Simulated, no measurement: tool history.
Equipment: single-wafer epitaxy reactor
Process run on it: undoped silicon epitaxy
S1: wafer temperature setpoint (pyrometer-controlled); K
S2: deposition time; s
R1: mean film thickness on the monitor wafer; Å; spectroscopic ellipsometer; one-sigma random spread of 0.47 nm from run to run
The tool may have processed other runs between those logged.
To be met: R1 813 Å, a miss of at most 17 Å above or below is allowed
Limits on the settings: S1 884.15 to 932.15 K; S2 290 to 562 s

run 1 hour=0 | S1=908.15 S2=426 | R1=516.4
run 2 hour=4.3 | S1=914.15 S2=427 | R1=584.76
run 3 hour=6.5 | S1=905.15 S2=427 | R1=482.71
run 4 hour=12.1 | S1=905.15 S2=382 | R1=430.44
run 5 hour=16.3 | S1=913.15 S2=389 | R1=526.34
run 6 hour=19.8 | S1=918.15 S2=391 | R1=587.53
run 7 hour=24.8 | S1=922.15 S2=394 | R1=635.18
run 8 hour=29.1 | S1=925.15 S2=399 | R1=699.42
run 9 hour=35 | S1=927.15 S2=399 | R1=718.98
run 10 hour=39.7 | S1=928.15 S2=401 | R1=740.6
run 11 hour=40.4 | S1=929.15 S2=402 | R1=763.93
run 12 hour=46.8 | S1=930.15 S2=402 | R1=781.42
run 13 hour=48 | S1=931.15 S2=402 | R1=782.96
run 14 hour=49.2 | S1=931.15 S2=402 | R1=790.8
run 15 hour=55.3 | S1=931.15 S2=403 | R1=794

Which one of the following 4 next-run settings gets every result inside its allowed miss? There is exactly one.
run A hour=61.4 | S1=931.15 S2=390 | R1=?
run B hour=61.4 | S1=932.15 S2=402 | R1=?
run C hour=61.4 | S1=932.15 S2=380 | R1=?
run D hour=61.4 | S1=929.15 S2=414 | R1=?

move=A R1=760.54
move=B R1=800.2
move=C R1=756.41
move=D R1=774.78
A: moves away from the targets compared with the last run
B: all results land within tolerance of their targets
C: moves away from the targets compared with the last run
D: moves away from the targets compared with the last run
Move B is the one to make.
